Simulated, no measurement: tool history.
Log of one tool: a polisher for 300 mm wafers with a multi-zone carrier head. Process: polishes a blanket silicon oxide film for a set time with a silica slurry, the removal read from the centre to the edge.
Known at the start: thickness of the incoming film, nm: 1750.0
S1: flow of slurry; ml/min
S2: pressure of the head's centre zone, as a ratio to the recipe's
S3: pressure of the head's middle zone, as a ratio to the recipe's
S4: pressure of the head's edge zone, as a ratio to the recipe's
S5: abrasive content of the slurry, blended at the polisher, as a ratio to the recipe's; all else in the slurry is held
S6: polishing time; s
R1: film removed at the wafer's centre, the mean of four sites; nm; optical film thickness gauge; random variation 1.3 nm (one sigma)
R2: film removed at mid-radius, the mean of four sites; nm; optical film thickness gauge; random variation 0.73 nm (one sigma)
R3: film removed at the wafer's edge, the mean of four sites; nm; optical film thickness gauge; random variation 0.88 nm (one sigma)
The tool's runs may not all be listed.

Run 1, day 0: S1 280 ml/min, S2 1, S3 1, S4 1, S5 1, S6 41 s. Result: R1 109.24 nm, R2 102.27 nm, R3 101.26 nm.
Run 2, day 0.033: S1 275 ml/min, S2 0.99, S3 0.97, S4 0.97, S5 0.95, S6 41 s. Result: R1 104.34 nm, R2 97.364 nm, R3 98.959 nm.
Run 3, day 0.342: S1 275 ml/min, S2 1, S3 0.96, S4 0.95, S5 0.9, S6 41 s. Result: R1 101.89 nm, R2 93.432 nm, R3 96.634 nm.
Run 4, day 0.479: S1 275 ml/min, S2 1, S3 1, S4 0.95, S5 0.9, S6 41 s. Result: R1 102.51 nm, R2 97.044 nm, R3 95.32 nm.
Run 5, day 0.575: S1 270 ml/min, S2 1.01, S3 0.98, S4 0.93, S5 0.85, S6 41 s. Result: R1 102.59 nm, R2 93.966 nm, R3 96.385 nm.
Run 6, day 0.633: S1 270 ml/min, S2 1.01, S3 0.9, S4 0.93, S5 0.85, S6 41 s. Result: R1 101.93 nm, R2 87.767 nm, R3 94.394 nm.
At day 0.817: centre zone pressure recalibrated.
Run 7, day 0.817: S1 275 ml/min, S2 1.01, S3 0.91, S4 0.92, S5 0.8, S6 41 s. Result: R1 95.474 nm, R2 87.857 nm, R3 91.018 nm.

Forecast run 8:
Run 8, day 0.967: S1 275 ml/min, S2 1.02, S3 0.9, S4 0.91, S5 0.8, S6 41 s. Result: R1 ?, R2 ?, R3 ?.

R1: 96.483 nm
R2: 86.791 nm
R3: 91.921 nm
